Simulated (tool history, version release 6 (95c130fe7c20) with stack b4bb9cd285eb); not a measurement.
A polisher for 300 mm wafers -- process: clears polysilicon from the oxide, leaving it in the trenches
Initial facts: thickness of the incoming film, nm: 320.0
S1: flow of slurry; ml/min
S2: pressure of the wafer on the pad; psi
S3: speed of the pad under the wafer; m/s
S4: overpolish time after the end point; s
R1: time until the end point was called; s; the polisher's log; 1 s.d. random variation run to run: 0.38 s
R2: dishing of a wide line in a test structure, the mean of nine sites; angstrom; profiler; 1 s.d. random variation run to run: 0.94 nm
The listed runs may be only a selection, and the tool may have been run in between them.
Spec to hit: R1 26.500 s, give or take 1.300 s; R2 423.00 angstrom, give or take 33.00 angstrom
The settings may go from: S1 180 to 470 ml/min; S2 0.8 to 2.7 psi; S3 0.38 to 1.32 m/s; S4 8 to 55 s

run,hour,S1,S2,S3,S4,R1,R2
1,0.0,300,1.7,0.84,28,39.034,415.89
2,4.8,300,1.7,0.70,28,46.463,400.43
3,6.9,300,1.7,0.70,17,47.167,409.73
4,7.7,300,1.3,0.70,17,62.042,370.02
5,14.4,300,1.3,0.70,28,62.191,411.75
6,20.1,300,1.3,0.56,28,76.423,414.26
7,29.1,300,1.7,0.58,26,56.074,402.08
8,32.0,300,2.0,0.60,28,46.545,426.15
9,35.3,300,2.2,0.64,24,40.426,435.01
10,42.0,300,2.3,0.70,20,36.270,429.35
11,44.1,300,2.4,0.74,17,33.049,404.07
12,51.8,300,2.5,0.76,19,29.950,411.06
13,53.8,300,2.6,0.76,21,28.710,414.63
14,58.5,300,2.6,0.76,23,28.065,432.68
15,66.1,300,2.6,0.76,22,29.173,419.37
16,70.3,300,2.6,0.78,23,28.797,416.40

Of the 5 settings listed for the next run, only one would bring every result within its allowed miss of target. Which one?
A,74.5,295,2.2,0.90,17,?,?
B,74.5,260,2.7,0.80,27,?,?
C,74.5,235,2.3,0.86,26,?,?
D,74.5,315,2.2,0.84,14,?,?
E,74.5,275,2.7,0.70,18,?,?

move,R1,R2
A,29.080,432.62
B,27.040,436.36
C,29.860,436.11
D,30.901,425.27
E,30.574,432.75
A: moves away from the targets compared with the last run
B: hits every target within its allowed miss
C: moves away from the targets compared with the last run
D: moves away from the targets compared with the last run
E: moves away from the targets compared with the last run
So the answer is move B, the one that meets all the targets.
